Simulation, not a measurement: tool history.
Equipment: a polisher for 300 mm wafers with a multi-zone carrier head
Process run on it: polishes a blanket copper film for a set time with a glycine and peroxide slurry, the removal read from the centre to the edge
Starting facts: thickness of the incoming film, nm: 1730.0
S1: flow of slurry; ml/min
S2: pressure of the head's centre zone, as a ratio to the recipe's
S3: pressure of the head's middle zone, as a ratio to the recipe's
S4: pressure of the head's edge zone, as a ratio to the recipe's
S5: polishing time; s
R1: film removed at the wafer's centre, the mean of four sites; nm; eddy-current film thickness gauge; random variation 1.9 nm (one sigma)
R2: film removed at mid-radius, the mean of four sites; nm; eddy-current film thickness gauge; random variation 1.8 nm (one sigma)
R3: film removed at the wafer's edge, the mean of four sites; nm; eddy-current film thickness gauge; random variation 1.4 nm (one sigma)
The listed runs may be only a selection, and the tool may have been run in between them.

run,day,S1,S2,S3,S4,S5,R1,R2,R3
1,0.000,225,1.00,1.00,1.00,36,217.41,214.41,210.86
2,0.179,225,0.95,1.00,1.00,36,204.44,214.44,214.09
3,0.229,190,0.95,1.00,1.00,36,197.52,209.15,207.35
4,0.496,180,0.97,0.96,0.96,35,199.31,199.24,199.16
5,0.608,135,0.97,0.96,0.96,35,186.88,186.68,192.49
6,0.738,135,0.99,0.94,0.94,34,186.19,182.34,185.59
7,0.942,135,1.01,0.92,0.93,34,192.21,179.82,184.82

Predict the results of run 8:
8,0.971,135,1.02,0.90,0.92,34,?,?,?

{"run 8": {"R1": 192.55, "R2": 175.74, "R3": 183.03}}
